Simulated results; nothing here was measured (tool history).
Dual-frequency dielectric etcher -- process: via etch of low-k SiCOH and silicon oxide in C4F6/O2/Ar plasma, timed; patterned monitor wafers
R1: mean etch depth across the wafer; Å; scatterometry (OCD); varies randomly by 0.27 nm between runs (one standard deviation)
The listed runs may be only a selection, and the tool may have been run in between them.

{"run": 1, "hour": 0.0, "source power (kW)": 0.45, "bias power (kW)": 0.257, "etch time (s)": 27.0, "R1": 825.43}
{"run": 2, "hour": 2.0, "source power (kW)": 0.52, "bias power (kW)": 0.257, "etch time (s)": 27.0, "R1": 871.31}
{"run": 3, "hour": 5.8, "source power (kW)": 0.47, "bias power (kW)": 0.235, "etch time (s)": 26.5, "R1": 799.3}
{"run": 4, "hour": 13.5, "source power (kW)": 0.47, "bias power (kW)": 0.217, "etch time (s)": 26.5, "R1": 782.22}
{"run": 5, "hour": 14.6, "source power (kW)": 0.47, "bias power (kW)": 0.175, "etch time (s)": 26.5, "R1": 743.47}
{"run": 6, "hour": 23.0, "source power (kW)": 0.47, "bias power (kW)": 0.175, "etch time (s)": 24.5, "R1": 682.72}

Expected results for the next run?
{"run": 7, "hour": 26.1, "source power (kW)": 0.46, "bias power (kW)": 0.173, "etch time (s)": 24.5, "R1": "?"}

{"run 7": {"R1": 678.38}}
